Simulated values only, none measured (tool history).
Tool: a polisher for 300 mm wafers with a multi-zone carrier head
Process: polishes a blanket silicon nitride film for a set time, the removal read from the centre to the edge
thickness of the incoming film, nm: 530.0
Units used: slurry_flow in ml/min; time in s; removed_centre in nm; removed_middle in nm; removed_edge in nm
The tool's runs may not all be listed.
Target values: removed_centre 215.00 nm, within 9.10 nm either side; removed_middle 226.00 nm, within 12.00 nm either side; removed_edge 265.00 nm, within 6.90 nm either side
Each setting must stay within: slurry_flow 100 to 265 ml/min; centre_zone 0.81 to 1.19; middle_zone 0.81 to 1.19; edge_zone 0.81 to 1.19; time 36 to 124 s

{"run": 1, "day": 0.0, "slurry_flow": 170, "centre_zone": 1.0, "middle_zone": 1.0, "edge_zone": 1.0, "time": 79, "removed_centre": 181.47, "removed_middle": 185.46, "removed_edge": 186.64}
{"run": 2, "day": 0.325, "slurry_flow": 130, "centre_zone": 1.0, "middle_zone": 1.0, "edge_zone": 1.0, "time": 79, "removed_centre": 172.42, "removed_middle": 174.54, "removed_edge": 179.63}
{"run": 3, "day": 0.646, "slurry_flow": 145, "centre_zone": 0.98, "middle_zone": 0.98, "edge_zone": 1.05, "time": 84, "removed_centre": 177.33, "removed_middle": 184.73, "removed_edge": 198.19}
{"run": 4, "day": 0.85, "slurry_flow": 145, "centre_zone": 0.98, "middle_zone": 1.04, "edge_zone": 1.05, "time": 84, "removed_centre": 185.13, "removed_middle": 194.41, "removed_edge": 198.45}
{"run": 5, "day": 0.992, "slurry_flow": 125, "centre_zone": 0.98, "middle_zone": 1.04, "edge_zone": 1.05, "time": 84, "removed_centre": 172.33, "removed_middle": 192.77, "removed_edge": 194.24}
{"run": 6, "day": 1.308, "slurry_flow": 145, "centre_zone": 0.97, "middle_zone": 1.02, "edge_zone": 1.09, "time": 87, "removed_centre": 184.21, "removed_middle": 199.32, "removed_edge": 210.14}
{"run": 7, "day": 1.438, "slurry_flow": 165, "centre_zone": 0.96, "middle_zone": 1.0, "edge_zone": 1.12, "time": 89, "removed_centre": 191.22, "removed_middle": 208.57, "removed_edge": 220.12}
{"run": 8, "day": 1.562, "slurry_flow": 175, "centre_zone": 0.95, "middle_zone": 0.97, "edge_zone": 1.14, "time": 92, "removed_centre": 203.13, "removed_middle": 214.19, "removed_edge": 230.43}
{"run": 9, "day": 1.921, "slurry_flow": 175, "centre_zone": 0.93, "middle_zone": 0.95, "edge_zone": 1.15, "time": 95, "removed_centre": 207.21, "removed_middle": 214.43, "removed_edge": 240.58}
{"run": 10, "day": 2.246, "slurry_flow": 180, "centre_zone": 0.91, "middle_zone": 0.94, "edge_zone": 1.16, "time": 97, "removed_centre": 206.95, "removed_middle": 216.0, "removed_edge": 247.51}
{"run": 11, "day": 2.371, "slurry_flow": 185, "centre_zone": 0.9, "middle_zone": 0.94, "edge_zone": 1.17, "time": 98, "removed_centre": 203.02, "removed_middle": 224.31, "removed_edge": 251.48}
{"run": 12, "day": 2.629, "slurry_flow": 185, "centre_zone": 0.9, "middle_zone": 0.93, "edge_zone": 1.18, "time": 99, "removed_centre": 207.22, "removed_middle": 220.61, "removed_edge": 257.03}
{"run": 13, "day": 2.858, "slurry_flow": 190, "centre_zone": 0.9, "middle_zone": 0.93, "edge_zone": 1.18, "time": 99, "removed_centre": 209.97, "removed_middle": 223.28, "removed_edge": 258.63}

Which one of the following 5 next-run settings gets every result inside its allowed miss? There is exactly one.
{"run": "A", "day": 3.088, "slurry_flow": 160, "centre_zone": 0.89, "middle_zone": 0.91, "edge_zone": 1.09, "time": 103, "removed_centre": "?", "removed_middle": "?", "removed_edge": "?"}
{"run": "B", "day": 3.088, "slurry_flow": 215, "centre_zone": 0.86, "middle_zone": 1.03, "edge_zone": 1.19, "time": 96, "removed_centre": "?", "removed_middle": "?", "removed_edge": "?"}
{"run": "C", "day": 3.088, "slurry_flow": 175, "centre_zone": 0.9, "middle_zone": 0.86, "edge_zone": 1.17, "time": 99, "removed_centre": "?", "removed_middle": "?", "removed_edge": "?"}
{"run": "D", "day": 3.088, "slurry_flow": 215, "centre_zone": 0.88, "middle_zone": 0.92, "edge_zone": 1.16, "time": 102, "removed_centre": "?", "removed_middle": "?", "removed_edge": "?"}
{"run": "E", "day": 3.088, "slurry_flow": 180, "centre_zone": 0.86, "middle_zone": 1.0, "edge_zone": 1.19, "time": 99, "removed_centre": "?", "removed_middle": "?", "removed_edge": "?"}

move=A removed_centre=208.81 removed_middle=218.71 removed_edge=248.92
move=B removed_centre=199.00 removed_middle=237.78 removed_edge=251.26
move=C removed_centre=206.82 removed_middle=204.01 removed_edge=251.23
move=D removed_centre=216.23 removed_middle=229.74 removed_edge=263.86
move=E removed_centre=198.85 removed_middle=232.55 removed_edge=253.89
A: its largest miss is bigger than the last run's
B: its largest miss is bigger than the last run's
C: its largest miss is bigger than the last run's
D: every result lands within tolerance
E: its largest miss is bigger than the last run's
Correct choice: D, which meets every target

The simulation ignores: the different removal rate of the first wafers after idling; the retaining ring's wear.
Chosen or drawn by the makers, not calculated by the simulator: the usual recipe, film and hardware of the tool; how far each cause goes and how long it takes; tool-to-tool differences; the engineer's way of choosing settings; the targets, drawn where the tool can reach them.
